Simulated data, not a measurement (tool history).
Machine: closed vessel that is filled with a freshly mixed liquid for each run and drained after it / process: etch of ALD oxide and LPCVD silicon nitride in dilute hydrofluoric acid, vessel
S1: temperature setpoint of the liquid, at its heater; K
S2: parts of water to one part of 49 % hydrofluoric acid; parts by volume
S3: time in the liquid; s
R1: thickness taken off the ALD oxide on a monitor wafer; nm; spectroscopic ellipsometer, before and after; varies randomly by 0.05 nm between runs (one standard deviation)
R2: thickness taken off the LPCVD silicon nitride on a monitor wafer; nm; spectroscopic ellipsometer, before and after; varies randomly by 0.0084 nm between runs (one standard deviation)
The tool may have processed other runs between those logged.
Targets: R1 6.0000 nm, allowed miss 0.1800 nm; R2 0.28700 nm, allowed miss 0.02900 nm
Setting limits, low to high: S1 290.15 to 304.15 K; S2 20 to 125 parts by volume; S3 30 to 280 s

| run | day | S1 | S2 | S3 | R1 | R2 |
|---|---|---|---|---|---|---|
| 1 | 0.000 | 296.15 | 70 | 145 | 21.0650 | 0.96622 |
| 2 | 0.204 | 295.65 | 80 | 140 | 17.4130 | 0.81077 |
| 3 | 0.271 | 295.65 | 80 | 110 | 13.5110 | 0.57682 |
| 4 | 0.583 | 295.65 | 85 | 110 | 12.7030 | 0.59268 |
| 5 | 0.908 | 294.65 | 90 | 110 | 11.4590 | 0.48236 |
| 6 | 1.129 | 294.65 | 115 | 110 | 8.8662 | 0.40643 |
| 7 | 1.242 | 293.15 | 125 | 70 | 4.7414 | 0.20233 |
| 8 | 1.329 | 293.65 | 125 | 70 | 4.9005 | 0.21919 |
| 9 | 1.475 | 294.15 | 125 | 70 | 4.9431 | 0.22183 |
| 10 | 1.738 | 294.65 | 125 | 70 | 4.9601 | 0.23345 |
| 11 | 2.029 | 294.65 | 125 | 70 | 5.1166 | 0.23985 |
| 12 | 2.288 | 294.65 | 125 | 70 | 5.0928 | 0.23914 |
| 13 | 2.658 | 295.15 | 120 | 70 | 5.4056 | 0.26946 |
| 14 | 2.896 | 295.15 | 115 | 70 | 5.6747 | 0.25829 |

Exercise: of the 5 proposed moves below, exactly one satisfies all targets within the stated allowed misses. Which move is it?
| A | 3.133 | 290.15 | 90 | 60 | ? | ? |
| B | 3.133 | 296.15 | 105 | 65 | ? | ? |
| C | 3.133 | 303.15 | 125 | 60 | ? | ? |
| D | 3.133 | 298.65 | 125 | 65 | ? | ? |
| E | 3.133 | 297.65 | 125 | 70 | ? | ? |

| move | R1 | R2 |
|---|---|---|
| A | 5.2032 | 0.19518 |
| B | 6.0811 | 0.27380 |
| C | 6.0087 | 0.33278 |
| D | 5.4982 | 0.27133 |
| E | 5.6973 | 0.27391 |
A: misses by more than the last run did
B: in spec on every target
C: the furthest-off result lands on target, but another misses its tolerance
D: misses by more than the last run did
E: closer than the last run, but not yet in spec
Correct choice: B, which meets every target

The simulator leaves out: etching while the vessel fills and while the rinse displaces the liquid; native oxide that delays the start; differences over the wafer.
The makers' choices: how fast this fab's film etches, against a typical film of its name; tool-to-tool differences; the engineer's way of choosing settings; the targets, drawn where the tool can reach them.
